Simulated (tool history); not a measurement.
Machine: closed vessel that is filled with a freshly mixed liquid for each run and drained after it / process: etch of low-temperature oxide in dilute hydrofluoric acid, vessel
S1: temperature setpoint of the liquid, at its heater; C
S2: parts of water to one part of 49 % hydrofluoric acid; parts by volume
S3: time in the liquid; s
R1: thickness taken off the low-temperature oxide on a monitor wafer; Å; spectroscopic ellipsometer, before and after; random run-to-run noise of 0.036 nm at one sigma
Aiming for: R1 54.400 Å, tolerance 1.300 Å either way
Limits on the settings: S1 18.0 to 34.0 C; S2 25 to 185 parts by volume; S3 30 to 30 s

{"run": 1, "hour": 0.0, "S1": 26.0, "S2": 105, "S3": 30, "R1": 70.807}
{"run": 2, "hour": 7.9, "S1": 26.0, "S2": 105, "S3": 30, "R1": 70.973}
{"run": 3, "hour": 15.4, "S1": 22.5, "S2": 105, "S3": 30, "R1": 61.948}
{"run": 4, "hour": 21.8, "S1": 21.5, "S2": 105, "S3": 30, "R1": 59.266}
{"run": 5, "hour": 25.0, "S1": 21.5, "S2": 85, "S3": 30, "R1": 75.137}
{"run": 6, "hour": 28.6, "S1": 18.5, "S2": 85, "S3": 30, "R1": 66.763}
{"run": 7, "hour": 34.6, "S1": 18.5, "S2": 90, "S3": 30, "R1": 61.734}
{"run": 8, "hour": 43.8, "S1": 18.5, "S2": 95, "S3": 30, "R1": 58.378}

Which one of the following 4 next-run settings gets every result inside its allowed miss? There is exactly one.
{"run": "A", "hour": 53.0, "S1": 19.0, "S2": 100, "S3": 30, "R1": "?"}
{"run": "B", "hour": 53.0, "S1": 18.0, "S2": 95, "S3": 30, "R1": "?"}
{"run": "C", "hour": 53.0, "S1": 19.5, "S2": 105, "S3": 30, "R1": "?"}
{"run": "D", "hour": 53.0, "S1": 20.0, "S2": 95, "S3": 30, "R1": "?"}

move=A R1=56.749
move=B R1=57.608
move=C R1=54.874
move=D R1=62.602
A: gains on the last run, yet a result remains outside its allowed miss
B: gains on the last run, yet a result remains outside its allowed miss
C: every result lands within tolerance
D: misses by more than the last run did
So the answer is move C, the one that meets all the targets.

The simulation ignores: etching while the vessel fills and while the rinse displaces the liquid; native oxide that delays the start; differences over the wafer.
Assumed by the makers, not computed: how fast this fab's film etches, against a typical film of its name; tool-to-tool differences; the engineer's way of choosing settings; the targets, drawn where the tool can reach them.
